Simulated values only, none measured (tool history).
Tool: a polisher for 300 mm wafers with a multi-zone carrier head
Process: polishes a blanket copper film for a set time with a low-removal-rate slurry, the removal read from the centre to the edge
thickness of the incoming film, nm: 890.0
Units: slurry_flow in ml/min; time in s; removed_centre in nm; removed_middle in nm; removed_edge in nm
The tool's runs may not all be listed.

run,day,slurry_flow,centre_zone,middle_zone,edge_zone,slurry_solids,time,removed_centre,removed_middle,removed_edge
1,0,165,1,1,1,1,32,93.722,95.17,94.512
2,0.125,160,1.01,0.96,0.97,0.85,28,79.781,77.113,78.96
3,0.446,155,1.02,0.93,0.94,0.75,26,72.091,67.553,69.632
4,0.608,150,1.02,0.9,0.91,0.7,25,67.877,62.476,63.65
5,0.783,140,1.02,0.88,0.91,0.65,24,63.349,57.011,60.583
6,0.9,140,1.02,0.88,0.91,0.65,29,76.843,67.061,72.143
7,1.146,135,1.02,0.86,0.89,0.6,27,69.467,61.576,66.247
8,1.417,130,1.03,0.85,0.88,0.55,26,65.3,55.959,60.371
9,1.696,125,1.03,0.84,0.87,0.55,25,61.77,52.715,58.585

Run 10 comes next. What will it give?
10,1.825,125,1.03,0.84,0.86,0.55,24,?,?,?

removed_centre: 59.258 nm
removed_middle: 51.475 nm
removed_edge: 55.289 nm
